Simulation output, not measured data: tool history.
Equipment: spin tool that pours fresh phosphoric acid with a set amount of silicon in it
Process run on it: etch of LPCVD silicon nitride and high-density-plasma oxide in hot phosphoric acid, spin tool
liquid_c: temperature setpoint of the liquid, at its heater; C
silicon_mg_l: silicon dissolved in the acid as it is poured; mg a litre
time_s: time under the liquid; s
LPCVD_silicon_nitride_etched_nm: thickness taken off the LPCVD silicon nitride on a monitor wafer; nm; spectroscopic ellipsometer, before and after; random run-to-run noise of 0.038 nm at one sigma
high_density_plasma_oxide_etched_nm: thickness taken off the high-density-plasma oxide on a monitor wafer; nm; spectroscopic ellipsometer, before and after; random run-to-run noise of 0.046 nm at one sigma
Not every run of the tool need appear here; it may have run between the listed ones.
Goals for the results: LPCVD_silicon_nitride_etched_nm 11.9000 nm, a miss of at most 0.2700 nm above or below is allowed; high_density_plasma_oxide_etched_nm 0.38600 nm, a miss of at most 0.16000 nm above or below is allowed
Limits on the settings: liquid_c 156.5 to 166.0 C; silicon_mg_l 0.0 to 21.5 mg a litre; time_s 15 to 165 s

run  hour  liquid_c  silicon_mg_l  time_s  LPCVD_silicon_nitride_etched_nm  high_density_plasma_oxide_etched_nm
  1   0.0     161.0           9.5      85                           7.6979                              0.27142
  2   9.0     162.0          11.0      90                           8.4222                              0.30848
  3  11.9     162.5          12.5      95                           9.0472                              0.31111
  4  16.6     164.5          12.5      95                           9.6686                              0.35118
  5  18.9     164.5          12.5     120                          12.2560                              0.46341
  6  21.3     164.5          13.5     120                          12.1780                              0.36229
  7  25.1     164.5          13.0     120                          12.1730                              0.45277
  8  31.8     164.5          13.5     120                          12.2360                              0.41545

4 candidate next runs follow, results not yet known. Just one meets every target within its allowed miss. Identify it.
  A  38.5     164.5          16.5     125                                ?                                    ?
  B  38.5     164.5          15.0     110                                ?                                    ?
  C  38.5     163.5          18.5     130                                ?                                    ?
  D  38.5     163.5          14.0     120                                ?                                    ?

move  LPCVD_silicon_nitride_etched_nm  high_density_plasma_oxide_etched_nm
   A                          12.7200                              0.36949
   B                          11.1940                              0.33782
   C                          12.8000                              0.33875
   D                          11.8150                              0.35124
A: the biggest miss grows against the last run
B: takes the result that was furthest off past its target
C: the biggest miss grows against the last run
D: in spec on every target
Answer: D

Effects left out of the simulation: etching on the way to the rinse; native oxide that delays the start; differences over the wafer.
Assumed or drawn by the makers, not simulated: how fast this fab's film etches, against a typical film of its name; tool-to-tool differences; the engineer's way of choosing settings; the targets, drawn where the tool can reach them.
